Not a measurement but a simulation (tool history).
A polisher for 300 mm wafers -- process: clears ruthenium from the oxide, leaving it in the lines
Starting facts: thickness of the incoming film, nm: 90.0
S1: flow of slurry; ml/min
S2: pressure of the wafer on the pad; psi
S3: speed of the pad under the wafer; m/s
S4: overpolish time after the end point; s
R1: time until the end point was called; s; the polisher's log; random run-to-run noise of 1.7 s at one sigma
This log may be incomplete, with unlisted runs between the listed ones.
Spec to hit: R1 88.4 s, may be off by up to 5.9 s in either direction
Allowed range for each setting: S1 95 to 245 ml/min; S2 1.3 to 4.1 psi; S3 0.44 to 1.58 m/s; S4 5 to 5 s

Run 1, hour 0: S1 155 ml/min, S2 2.7 psi, S3 1 m/s, S4 5 s. Result: R1 52.183 s.
Run 2, hour 5.2: S1 155 ml/min, S2 2.7 psi, S3 1 m/s, S4 5 s. Result: R1 51.974 s.
Run 3, hour 7.4: S1 155 ml/min, S2 2.3 psi, S3 0.98 m/s, S4 5 s. Result: R1 64.351 s.
Run 4, hour 11.4: S1 155 ml/min, S2 2.1 psi, S3 0.96 m/s, S4 5 s. Result: R1 71.547 s.
Run 5, hour 12.4: S1 155 ml/min, S2 2.1 psi, S3 0.96 m/s, S4 5 s. Result: R1 71.712 s.
Run 6, hour 16.1: S1 195 ml/min, S2 2.1 psi, S3 0.96 m/s, S4 5 s. Result: R1 64.872 s.
Run 7, hour 21.7: S1 195 ml/min, S2 2.1 psi, S3 0.96 m/s, S4 5 s. Result: R1 67.222 s.
Run 8, hour 29.6: S1 195 ml/min, S2 1.9 psi, S3 0.96 m/s, S4 5 s. Result: R1 75.15 s.
Run 9, hour 38.1: S1 195 ml/min, S2 1.8 psi, S3 0.96 m/s, S4 5 s. Result: R1 76.376 s.

Below are 5 possible settings for the next run. Only one of them brings all results inside the allowed miss of their targets. Which is it?
Run A, hour 46.6: S1 210 ml/min, S2 1.9 psi, S3 0.92 m/s, S4 5 s. Result: R1 ?.
Run B, hour 46.6: S1 210 ml/min, S2 2 psi, S3 0.92 m/s, S4 5 s. Result: R1 ?.
Run C, hour 46.6: S1 185 ml/min, S2 1.6 psi, S3 1.14 m/s, S4 5 s. Result: R1 ?.
Run D, hour 46.6: S1 235 ml/min, S2 1.7 psi, S3 0.9 m/s, S4 5 s. Result: R1 ?.
Run E, hour 46.6: S1 230 ml/min, S2 1.7 psi, S3 1.06 m/s, S4 5 s. Result: R1 ?.

move      R1
   A  75.887
   B  72.245
   C  73.757
   D  85.122
   E  72.808
A: as far off as the last run
B: misses by more than the last run did
C: misses by more than the last run did
D: all results in spec
E: misses by more than the last run did
So the answer is move D, the one that meets all the targets.
